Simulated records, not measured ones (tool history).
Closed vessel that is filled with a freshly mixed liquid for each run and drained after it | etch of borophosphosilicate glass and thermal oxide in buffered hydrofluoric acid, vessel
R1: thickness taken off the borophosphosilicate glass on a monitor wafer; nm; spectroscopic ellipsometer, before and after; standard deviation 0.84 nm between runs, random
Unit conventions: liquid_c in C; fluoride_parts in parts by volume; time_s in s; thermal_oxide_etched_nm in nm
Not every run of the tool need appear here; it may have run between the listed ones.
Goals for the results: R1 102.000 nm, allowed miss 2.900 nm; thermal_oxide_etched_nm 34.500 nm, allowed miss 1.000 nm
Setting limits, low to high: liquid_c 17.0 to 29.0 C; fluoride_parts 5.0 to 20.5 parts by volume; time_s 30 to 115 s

{"run": 1, "day": 0.0, "liquid_c": 21.0, "fluoride_parts": 12.5, "time_s": 60, "R1": 112.11, "thermal_oxide_etched_nm": 37.877}
{"run": 2, "day": 0.158, "liquid_c": 18.0, "fluoride_parts": 12.5, "time_s": 60, "R1": 95.554, "thermal_oxide_etched_nm": 31.887}
{"run": 3, "day": 0.5, "liquid_c": 17.0, "fluoride_parts": 12.5, "time_s": 60, "R1": 89.739, "thermal_oxide_etched_nm": 30.389}
{"run": 4, "day": 0.633, "liquid_c": 17.0, "fluoride_parts": 12.5, "time_s": 50, "R1": 74.7, "thermal_oxide_etched_nm": 24.83}
{"run": 5, "day": 0.896, "liquid_c": 17.0, "fluoride_parts": 12.5, "time_s": 35, "R1": 51.591, "thermal_oxide_etched_nm": 17.623}
{"run": 6, "day": 1.146, "liquid_c": 17.0, "fluoride_parts": 12.5, "time_s": 30, "R1": 44.897, "thermal_oxide_etched_nm": 15.031}
{"run": 7, "day": 1.392, "liquid_c": 17.0, "fluoride_parts": 12.5, "time_s": 30, "R1": 44.686, "thermal_oxide_etched_nm": 14.934}
{"day": 1.433, "done": "thermometer replaced"}
{"run": 8, "day": 1.433, "liquid_c": 19.0, "fluoride_parts": 12.0, "time_s": 30, "R1": 56.02, "thermal_oxide_etched_nm": 18.988}
{"run": 9, "day": 1.762, "liquid_c": 20.5, "fluoride_parts": 12.0, "time_s": 30, "R1": 61.315, "thermal_oxide_etched_nm": 20.686}

Which one of the following 4 next-run settings gets every result inside its allowed miss? There is exactly one.
{"run": "A", "day": 2.092, "liquid_c": 20.0, "fluoride_parts": 12.5, "time_s": 50, "R1": "?", "thermal_oxide_etched_nm": "?"}
{"run": "B", "day": 2.092, "liquid_c": 24.0, "fluoride_parts": 11.0, "time_s": 35, "R1": "?", "thermal_oxide_etched_nm": "?"}
{"run": "C", "day": 2.092, "liquid_c": 18.5, "fluoride_parts": 16.0, "time_s": 75, "R1": "?", "thermal_oxide_etched_nm": "?"}
{"run": "D", "day": 2.092, "liquid_c": 27.0, "fluoride_parts": 11.0, "time_s": 30, "R1": "?", "thermal_oxide_etched_nm": "?"}

move=A R1=94.748 thermal_oxide_etched_nm=32.472
move=B R1=93.584 thermal_oxide_etched_nm=32.128
move=C R1=102.450 thermal_oxide_etched_nm=35.120
move=D R1=94.163 thermal_oxide_etched_nm=32.382
A: gains on the last run, yet a result remains outside its allowed miss
B: gains on the last run, yet a result remains outside its allowed miss
C: every result within its allowed miss
D: gains on the last run, yet a result remains outside its allowed miss
C is the move that brings every result within its allowed miss.
